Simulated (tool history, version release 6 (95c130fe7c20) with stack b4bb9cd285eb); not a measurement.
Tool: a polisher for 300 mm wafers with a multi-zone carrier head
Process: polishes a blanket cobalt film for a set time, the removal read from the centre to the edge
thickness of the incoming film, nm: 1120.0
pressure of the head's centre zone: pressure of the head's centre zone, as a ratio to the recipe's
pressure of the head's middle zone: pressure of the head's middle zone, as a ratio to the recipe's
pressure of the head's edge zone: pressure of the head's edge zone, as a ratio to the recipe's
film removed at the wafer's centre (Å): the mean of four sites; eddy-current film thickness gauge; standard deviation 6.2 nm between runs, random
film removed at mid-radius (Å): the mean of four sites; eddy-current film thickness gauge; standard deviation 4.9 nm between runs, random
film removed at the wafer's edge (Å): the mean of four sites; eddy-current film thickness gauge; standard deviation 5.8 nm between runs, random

run  hour  flow of slurry (ml/min)  pressure of the head's centre zone  pressure of the head's middle zone  pressure of the head's edge zone  polishing time (s)  film removed at the wafer's centre (Å)  film removed at mid-radius (Å)  film removed at the wafer's edge (Å)
  1     0                      210                                   1                                   1                                 1                  56                                  2853.9                          2841.5                                2859.7
  2   7.5                      210                                   1                                   1                                 1                  63                                  3222.3                          3224.9                                3199.8
  3   8.9                      210                                0.92                                   1                                 1                  63                                  2911.1                          3190.1                                3235.9
  4  17.2                      210                                0.89                                   1                                 1                  63                                    2913                          3149.5                                3188.4
  5  26.2                      165                                0.89                                   1                                 1                  63                                  2769.8                          3090.9                                3118.4
  6  29.2                      165                                0.95                                   1                                 1                  63                                  2906.5                          3083.5                                3144.9
  7  31.8                      170                                0.97                                   1                              1.01                  64                                  3024.5                          3154.6                                3195.2

Predict the results of run 8:
  8  36.8                      180                                0.99                                   1                              1.02                  66                                       ?                               ?                                     ?

film removed at the wafer's centre (Å): 3174.1
film removed at mid-radius (Å): 3307.2
film removed at the wafer's edge (Å): 3417.5
